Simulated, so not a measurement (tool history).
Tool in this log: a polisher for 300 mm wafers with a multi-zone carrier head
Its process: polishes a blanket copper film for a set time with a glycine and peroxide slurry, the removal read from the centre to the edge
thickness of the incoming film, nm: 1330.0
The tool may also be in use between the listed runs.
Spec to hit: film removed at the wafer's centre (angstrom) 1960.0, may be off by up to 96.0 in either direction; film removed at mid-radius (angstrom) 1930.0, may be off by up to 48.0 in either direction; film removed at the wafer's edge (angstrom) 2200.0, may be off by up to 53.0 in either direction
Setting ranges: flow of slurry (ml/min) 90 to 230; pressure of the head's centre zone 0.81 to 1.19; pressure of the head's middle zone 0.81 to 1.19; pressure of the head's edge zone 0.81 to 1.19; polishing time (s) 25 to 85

run	hour	flow of slurry (ml/min)	pressure of the head's centre zone	pressure of the head's middle zone	pressure of the head's edge zone	polishing time (s)	film removed at the wafer's centre (angstrom)	film removed at mid-radius (angstrom)	film removed at the wafer's edge (angstrom)
1	0.0	150	1.00	1.00	1.00	55	2388.1	2361.2	2425.1
2	1.5	150	1.00	1.00	1.04	55	2376.0	2337.5	2497.5
3	4.4	120	1.00	1.00	1.04	55	2126.5	2197.0	2334.2
4	5.3	120	1.00	1.00	0.98	55	2143.1	2197.3	2279.5
5	6.0	120	1.03	1.00	0.98	55	2230.2	2209.7	2279.5
6	11.4	115	1.02	0.98	0.99	55	2161.9	2128.5	2258.0
7	13.9	110	1.02	0.97	1.00	55	2111.4	2045.9	2247.5
# hour 19.1: slurry nozzle cleaned
8	19.1	105	1.02	0.97	1.01	55	2327.5	2224.7	2389.4
9	24.9	105	0.99	0.94	0.99	54	2208.4	2134.2	2316.5
10	27.5	105	0.99	0.94	0.99	54	2214.0	2118.2	2311.7
11	36.2	100	0.99	0.94	1.01	53	2078.8	2059.6	2274.1
12	43.9	100	0.99	0.94	1.01	53	2134.8	2063.9	2290.5
13	48.1	90	0.93	0.89	0.97	52	1886.4	1856.4	2112.0

Which one of the following 4 next-run settings gets every result inside its allowed miss? There is exactly one.
A	52.3	90	0.87	0.85	0.87	56	?	?	?
B	52.3	105	0.87	0.91	0.81	53	?	?	?
C	52.3	125	1.09	0.88	0.89	49	?	?	?
D	52.3	115	0.94	0.88	0.97	46	?	?	?

move	film removed at the wafer's centre (angstrom)	film removed at mid-radius (angstrom)	film removed at the wafer's edge (angstrom)
A	1963.2	1911.1	2173.4
B	1979.6	2020.2	2064.1
C	2263.7	1908.1	2060.9
D	1867.7	1751.9	1982.4
A: all results in spec
B: lands further from the targets than the last run did
C: lands further from the targets than the last run did
D: lands further from the targets than the last run did
Move A is the one to make.

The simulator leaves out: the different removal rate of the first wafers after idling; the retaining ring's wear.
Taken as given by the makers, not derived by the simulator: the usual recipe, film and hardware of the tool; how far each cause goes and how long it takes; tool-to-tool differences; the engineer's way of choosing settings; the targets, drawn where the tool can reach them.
